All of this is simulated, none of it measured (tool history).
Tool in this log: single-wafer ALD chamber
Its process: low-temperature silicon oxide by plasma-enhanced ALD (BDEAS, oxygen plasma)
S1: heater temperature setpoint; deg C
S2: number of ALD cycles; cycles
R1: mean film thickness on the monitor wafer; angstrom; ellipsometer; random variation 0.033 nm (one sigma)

Run 1, hour 0.0: S1 85 deg C, S2 35 cycles. Result: R1 51.373 angstrom.
Run 2, hour 4.4: S1 85 deg C, S2 31 cycles. Result: R1 45.545 angstrom.
Run 3, hour 9.2: S1 85 deg C, S2 26 cycles. Result: R1 38.249 angstrom.
Run 4, hour 17.1: S1 82 deg C, S2 29 cycles. Result: R1 43.083 angstrom.
Run 5, hour 22.1: S1 82 deg C, S2 33 cycles. Result: R1 48.851 angstrom.
Run 6, hour 25.2: S1 74 deg C, S2 33 cycles. Result: R1 49.878 angstrom.
Run 7, hour 30.5: S1 73 deg C, S2 34 cycles. Result: R1 51.567 angstrom.
Run 8, hour 33.4: S1 72 deg C, S2 35 cycles. Result: R1 53.479 angstrom.

What does the tool deliver on the next run?
Run 9, hour 41.7: S1 71 deg C, S2 36 cycles. Result: R1 ?.

Run 9 yielded R1 55.051 angstrom.
